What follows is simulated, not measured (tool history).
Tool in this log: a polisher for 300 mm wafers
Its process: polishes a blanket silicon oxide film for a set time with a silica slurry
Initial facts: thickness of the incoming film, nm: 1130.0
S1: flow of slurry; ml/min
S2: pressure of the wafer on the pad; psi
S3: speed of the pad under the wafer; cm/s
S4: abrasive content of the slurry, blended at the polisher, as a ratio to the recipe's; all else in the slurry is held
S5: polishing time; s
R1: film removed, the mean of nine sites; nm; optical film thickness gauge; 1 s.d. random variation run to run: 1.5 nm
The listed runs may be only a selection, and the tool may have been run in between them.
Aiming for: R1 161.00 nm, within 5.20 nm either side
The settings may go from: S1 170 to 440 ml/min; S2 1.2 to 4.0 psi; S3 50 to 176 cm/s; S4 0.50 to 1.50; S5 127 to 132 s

| run | hour | S1 | S2 | S3 | S4 | S5 | R1 |
|---|---|---|---|---|---|---|---|
| 1 | 0.0 | 280 | 2.6 | 112 | 1.00 | 127 | 218.45 |
| 2 | 0.7 | 325 | 2.6 | 112 | 1.00 | 127 | 218.19 |
| 3 | 7.8 | 325 | 2.6 | 112 | 1.00 | 127 | 218.65 |
| 4 | 15.8 | 325 | 2.4 | 112 | 1.00 | 127 | 207.19 |
| 5 | 18.1 | 325 | 2.4 | 132 | 1.00 | 127 | 238.61 |
| 6 | 23.4 | 325 | 2.4 | 132 | 1.15 | 127 | 255.31 |
| 7 | 25.1 | 320 | 1.7 | 130 | 1.15 | 127 | 207.34 |
| 8 | 30.9 | 320 | 1.6 | 126 | 1.15 | 127 | 193.24 |
| 9 | 35.5 | 320 | 1.6 | 126 | 1.15 | 127 | 196.85 |
| 10 | 39.3 | 320 | 1.5 | 124 | 1.15 | 127 | 186.42 |
| 11 | 46.8 | 320 | 1.4 | 122 | 1.15 | 127 | 178.87 |
| 12 | 51.6 | 320 | 1.4 | 120 | 1.15 | 127 | 179.02 |
| 13 | 57.7 | 320 | 1.4 | 118 | 1.15 | 127 | 175.23 |

Which one of the following 4 next-run settings gets every result inside its allowed miss? There is exactly one.
| A | 63.8 | 320 | 1.8 | 112 | 1.15 | 132 | ? |
| B | 63.8 | 305 | 1.2 | 148 | 1.20 | 130 | ? |
| C | 63.8 | 325 | 1.2 | 138 | 1.15 | 127 | ? |
| D | 63.8 | 290 | 1.2 | 112 | 1.30 | 127 | ? |

| move | R1 |
|---|---|
| A | 197.87 |
| B | 204.77 |
| C | 186.98 |
| D | 164.25 |
A: its largest miss is bigger than the last run's
B: its largest miss is bigger than the last run's
C: its largest miss is bigger than the last run's
D: in spec on every target
D is the move that brings every result within its allowed miss.
